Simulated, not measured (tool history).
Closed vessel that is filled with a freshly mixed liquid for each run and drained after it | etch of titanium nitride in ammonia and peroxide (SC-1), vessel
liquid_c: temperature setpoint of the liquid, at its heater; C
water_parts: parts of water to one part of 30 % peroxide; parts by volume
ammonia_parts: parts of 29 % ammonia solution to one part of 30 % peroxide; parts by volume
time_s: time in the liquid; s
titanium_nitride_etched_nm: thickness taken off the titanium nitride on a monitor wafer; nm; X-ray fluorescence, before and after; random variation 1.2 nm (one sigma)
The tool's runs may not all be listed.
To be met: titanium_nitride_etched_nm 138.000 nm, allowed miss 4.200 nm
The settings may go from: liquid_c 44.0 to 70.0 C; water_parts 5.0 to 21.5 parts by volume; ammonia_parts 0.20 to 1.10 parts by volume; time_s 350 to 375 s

| run | hour | liquid_c | water_parts | ammonia_parts | time_s | titanium_nitride_etched_nm |
|---|---|---|---|---|---|---|
| 1 | 0.0 | 60.0 | 12.0 | 0.60 | 350 | 54.195 |
| 2 | 7.7 | 60.0 | 12.0 | 0.60 | 375 | 58.331 |
| 3 | 15.2 | 63.0 | 10.5 | 0.60 | 375 | 75.268 |
| 4 | 24.0 | 63.0 | 13.0 | 0.60 | 375 | 67.252 |
| 5 | 26.0 | 63.0 | 13.0 | 0.60 | 375 | 66.858 |
| 6 | 28.6 | 65.0 | 11.0 | 0.60 | 375 | 84.531 |
| 7 | 31.5 | 65.0 | 11.0 | 0.60 | 375 | 85.457 |
| 8 | 36.6 | 66.5 | 10.0 | 0.60 | 375 | 97.019 |
| 9 | 39.3 | 70.0 | 6.5 | 0.65 | 375 | 151.530 |
| 10 | 44.3 | 69.5 | 6.5 | 0.65 | 375 | 149.060 |
| 11 | 47.1 | 69.5 | 6.5 | 0.65 | 375 | 146.600 |
| 12 | 51.3 | 69.0 | 6.5 | 0.65 | 375 | 142.730 |

Which of these 4 next moves meets every target?
| A | 55.5 | 69.5 | 9.0 | 0.75 | 370 | ? |
| B | 55.5 | 68.5 | 6.5 | 0.55 | 360 | ? |
| C | 55.5 | 67.5 | 5.5 | 0.50 | 350 | ? |
| D | 55.5 | 68.5 | 7.5 | 1.00 | 375 | ? |

| move | titanium_nitride_etched_nm |
|---|---|
| A | 126.860 |
| B | 129.670 |
| C | 126.360 |
| D | 137.830 |
A: takes the result that was furthest off past its target
B: takes the result that was furthest off past its target
C: takes the result that was furthest off past its target
D: meets every target
Answer: D
